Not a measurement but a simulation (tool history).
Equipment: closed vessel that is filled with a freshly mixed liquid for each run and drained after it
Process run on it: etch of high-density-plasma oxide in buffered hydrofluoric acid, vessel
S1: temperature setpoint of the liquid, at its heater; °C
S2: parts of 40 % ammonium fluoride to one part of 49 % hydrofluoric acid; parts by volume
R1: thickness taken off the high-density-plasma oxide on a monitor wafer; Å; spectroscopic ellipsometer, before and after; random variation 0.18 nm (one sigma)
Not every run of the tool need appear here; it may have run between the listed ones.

run 1 day=0.000 | S1=25.0 S2=20.5 time_in_the_liquid_(s)=100 | R1=832.70
run 2 day=0.038 | S1=23.0 S2=20.5 time_in_the_liquid_(s)=100 | R1=742.62
run 3 day=0.400 | S1=22.0 S2=21.0 time_in_the_liquid_(s)=100 | R1=698.42
run 4 day=0.504 | S1=22.0 S2=25.0 time_in_the_liquid_(s)=100 | R1=615.42
run 5 day=0.567 | S1=21.0 S2=25.0 time_in_the_liquid_(s)=100 | R1=581.58
run 6 day=0.950 | S1=21.0 S2=25.0 time_in_the_liquid_(s)=110 | R1=640.21

Run 7 is up next; what results do you expect?
run 7 day=0.988 | S1=20.5 S2=25.5 time_in_the_liquid_(s)=110 | R1=?

R1: 614.87 Å

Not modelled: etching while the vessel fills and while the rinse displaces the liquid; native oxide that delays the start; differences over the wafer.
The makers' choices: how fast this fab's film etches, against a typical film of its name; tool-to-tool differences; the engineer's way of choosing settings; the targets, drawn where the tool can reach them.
